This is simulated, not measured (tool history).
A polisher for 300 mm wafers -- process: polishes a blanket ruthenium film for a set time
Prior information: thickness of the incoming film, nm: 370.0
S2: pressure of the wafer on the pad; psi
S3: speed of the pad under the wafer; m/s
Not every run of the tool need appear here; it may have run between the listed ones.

run 1 hour=0.0 | flow_of_slurry_(ml/min)=315 S2=1.7 S3=1.24 polishing_time_(s)=48 | film_removed_(Å)=543.99
run 2 hour=3.8 | flow_of_slurry_(ml/min)=285 S2=1.7 S3=1.24 polishing_time_(s)=48 | film_removed_(Å)=535.27
run 3 hour=7.7 | flow_of_slurry_(ml/min)=285 S2=1.7 S3=0.98 polishing_time_(s)=48 | film_removed_(Å)=452.16
run 4 hour=12.4 | flow_of_slurry_(ml/min)=285 S2=1.6 S3=0.98 polishing_time_(s)=48 | film_removed_(Å)=433.88
run 5 hour=17.2 | flow_of_slurry_(ml/min)=285 S2=1.6 S3=1.22 polishing_time_(s)=48 | film_removed_(Å)=510.83
run 6 hour=22.7 | flow_of_slurry_(ml/min)=285 S2=1.4 S3=1.22 polishing_time_(s)=48 | film_removed_(Å)=451.96
run 7 hour=31.6 | flow_of_slurry_(ml/min)=285 S2=1.3 S3=1.22 polishing_time_(s)=48 | film_removed_(Å)=425.12
run 8 hour=40.3 | flow_of_slurry_(ml/min)=285 S2=1.3 S3=1.22 polishing_time_(s)=48 | film_removed_(Å)=426.96

What does the tool deliver on the next run?
run 9 hour=45.8 | flow_of_slurry_(ml/min)=285 S2=1.2 S3=1.22 polishing_time_(s)=48 | film_removed_(Å)=?

film removed (Å): 403.19
